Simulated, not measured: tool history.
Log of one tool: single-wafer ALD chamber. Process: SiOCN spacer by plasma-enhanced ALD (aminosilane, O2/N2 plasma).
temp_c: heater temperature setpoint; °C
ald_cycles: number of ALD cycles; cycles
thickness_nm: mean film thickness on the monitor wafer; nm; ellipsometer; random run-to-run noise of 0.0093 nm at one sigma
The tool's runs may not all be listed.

| run | hour | temp_c | ald_cycles | thickness_nm |
|---|---|---|---|---|
| 1 | 0.0 | 380 | 56 | 3.3112 |
| 2 | 5.5 | 389 | 56 | 3.3336 |
| 3 | 9.0 | 389 | 53 | 3.1444 |
| 4 | 14.6 | 384 | 53 | 3.1478 |
| 5 | 20.5 | 384 | 49 | 2.9086 |
| 6 | 21.3 | 384 | 47 | 2.7833 |
| 7 | 24.8 | 384 | 45 | 2.6756 |
| 8 | 32.1 | 384 | 44 | 2.6136 |
| 9 | 40.7 | 384 | 43 | 2.5423 |
| 10 | 41.5 | 384 | 42 | 2.5030 |

What does the tool deliver on the next run?
| 11 | 48.0 | 384 | 42 | ? |

Logged for run 11: thickness_nm 2.4926 nm.
